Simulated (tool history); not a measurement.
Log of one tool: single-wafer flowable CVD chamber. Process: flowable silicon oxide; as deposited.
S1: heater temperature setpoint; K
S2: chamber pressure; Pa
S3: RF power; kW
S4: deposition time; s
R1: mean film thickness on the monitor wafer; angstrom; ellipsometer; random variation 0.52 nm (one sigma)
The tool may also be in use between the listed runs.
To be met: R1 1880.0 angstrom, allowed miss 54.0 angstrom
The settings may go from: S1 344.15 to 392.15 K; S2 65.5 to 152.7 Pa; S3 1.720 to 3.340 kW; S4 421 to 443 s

{"run": 1, "hour": 0.0, "S1": 368.15, "S2": 109.1, "S3": 2.53, "S4": 443, "R1": 2993.4}
{"run": 2, "hour": 2.2, "S1": 372.15, "S2": 108.9, "S3": 2.53, "S4": 443, "R1": 2608.7}
{"run": 3, "hour": 4.3, "S1": 372.15, "S2": 108.9, "S3": 2.69, "S4": 443, "R1": 2621.4}
{"run": 4, "hour": 6.0, "S1": 365.15, "S2": 108.9, "S3": 2.69, "S4": 443, "R1": 3353.4}
{"run": 5, "hour": 14.3, "S1": 365.15, "S2": 108.9, "S3": 2.69, "S4": 421, "R1": 3176.7}
{"run": 6, "hour": 18.6, "S1": 359.15, "S2": 108.9, "S3": 2.69, "S4": 421, "R1": 3875.2}
{"run": 7, "hour": 21.2, "S1": 366.15, "S2": 108.7, "S3": 2.69, "S4": 421, "R1": 3062.6}
{"hour": 24.3, "done": "RF generator calibrated"}
{"run": 8, "hour": 24.3, "S1": 370.15, "S2": 108.5, "S3": 2.69, "S4": 421, "R1": 2676.0}

Which of these 4 next moves meets every target?
{"run": "A", "hour": 27.4, "S1": 376.15, "S2": 93.6, "S3": 2.655, "S4": 421, "R1": "?"}
{"run": "B", "hour": 27.4, "S1": 381.15, "S2": 103.3, "S3": 2.615, "S4": 421, "R1": "?"}
{"run": "C", "hour": 27.4, "S1": 379.15, "S2": 96.9, "S3": 2.86, "S4": 421, "R1": "?"}
{"run": "D", "hour": 27.4, "S1": 382.15, "S2": 107.2, "S3": 2.71, "S4": 427, "R1": "?"}

move=A R1=1877.5
move=B R1=1730.3
move=C R1=1756.5
move=D R1=1762.2
A: meets every target
B: takes the result that was furthest off past its target
C: takes the result that was furthest off past its target
D: takes the result that was furthest off past its target
The right move is A.

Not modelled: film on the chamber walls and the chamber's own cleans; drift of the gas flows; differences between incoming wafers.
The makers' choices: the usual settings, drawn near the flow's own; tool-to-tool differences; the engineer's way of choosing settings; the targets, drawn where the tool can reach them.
